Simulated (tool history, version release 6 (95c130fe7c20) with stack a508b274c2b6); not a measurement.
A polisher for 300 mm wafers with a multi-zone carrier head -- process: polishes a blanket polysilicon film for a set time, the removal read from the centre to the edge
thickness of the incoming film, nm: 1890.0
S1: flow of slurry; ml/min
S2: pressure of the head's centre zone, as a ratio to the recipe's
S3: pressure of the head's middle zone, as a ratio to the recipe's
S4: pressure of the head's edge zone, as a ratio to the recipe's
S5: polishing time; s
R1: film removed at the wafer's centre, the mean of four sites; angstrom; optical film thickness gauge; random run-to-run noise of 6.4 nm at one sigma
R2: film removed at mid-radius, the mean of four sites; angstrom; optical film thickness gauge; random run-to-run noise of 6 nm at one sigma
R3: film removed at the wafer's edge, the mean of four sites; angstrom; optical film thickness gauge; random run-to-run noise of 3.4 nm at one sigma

| run | day | S1 | S2 | S3 | S4 | S5 | R1 | R2 | R3 |
|---|---|---|---|---|---|---|---|---|---|
| 1 | 0.000 | 320 | 1.00 | 1.00 | 1.00 | 77 | 5084.1 | 5306.6 | 5174.3 |
| 2 | 0.204 | 320 | 1.00 | 1.00 | 1.00 | 66 | 4435.1 | 4551.1 | 4398.3 |
| 3 | 0.442 | 325 | 1.01 | 1.03 | 1.00 | 66 | 4496.8 | 4646.6 | 4359.8 |
| 4 | 0.604 | 325 | 1.01 | 1.03 | 1.00 | 54 | 3619.4 | 3764.7 | 3634.2 |
| 5 | 0.938 | 295 | 1.01 | 1.03 | 1.00 | 54 | 3616.5 | 3729.1 | 3566.8 |
| 6 | 1.133 | 320 | 1.03 | 1.06 | 1.01 | 57 | 3949.8 | 4071.8 | 3894.0 |

For run 7, what comes out?
| 7 | 1.304 | 340 | 1.04 | 1.09 | 1.00 | 59 | ? | ? | ? |

{"run 7": {"R1": 4169.8, "R2": 4318.9, "R3": 3988.6}}
